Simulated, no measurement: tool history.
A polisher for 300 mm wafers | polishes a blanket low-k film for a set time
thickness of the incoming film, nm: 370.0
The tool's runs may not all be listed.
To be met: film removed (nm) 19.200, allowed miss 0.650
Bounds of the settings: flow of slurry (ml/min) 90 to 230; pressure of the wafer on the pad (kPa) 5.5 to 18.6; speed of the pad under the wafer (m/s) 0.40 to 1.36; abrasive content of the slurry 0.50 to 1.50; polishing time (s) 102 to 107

run  hour  flow of slurry (ml/min)  pressure of the wafer on the pad (kPa)  speed of the pad under the wafer (m/s)  abrasive content of the slurry  polishing time (s)  film removed (nm)
  1   0.0                      150                                    11.7                                    0.88                            1.00                 102             30.732
  2   1.3                      150                                    11.0                                    0.88                            1.00                 102             28.425
  3   3.2                      150                                    12.4                                    0.88                            1.00                 102             31.896
  4  10.1                      150                                    12.4                                    0.68                            1.00                 102             26.005
  5  13.0                      150                                    12.4                                    0.58                            1.00                 102             22.604
  6  17.9                      140                                    11.7                                    0.58                            1.00                 102             21.175
  7  19.4                      135                                    11.7                                    0.58                            1.00                 102             21.013
  8  26.3                      130                                    11.7                                    0.58                            1.00                 102             21.377
  9  33.4                      130                                    11.7                                    0.58                            1.00                 102             21.225
 10  37.6                      130                                    11.0                                    0.58                            1.00                 102             19.928

4 next moves are on the table. One of them brings every result within its allowed miss. Which?
  A  41.8                      140                                     8.3                                    0.70                            1.05                 102                  ?
  B  41.8                      120                                     9.0                                    0.72                            0.90                 107                  ?
  C  41.8                      135                                    10.3                                    0.64                            1.05                 102                  ?
  D  41.8                      125                                     9.0                                    0.70                            0.80                 105                  ?

move  film removed (nm)
   A             18.294
   B             19.360
   C             20.983
   D             17.763
A: takes the result that was furthest off past its target
B: meets every target
C: further off than the last run
D: takes the result that was furthest off past its target
Answer: B
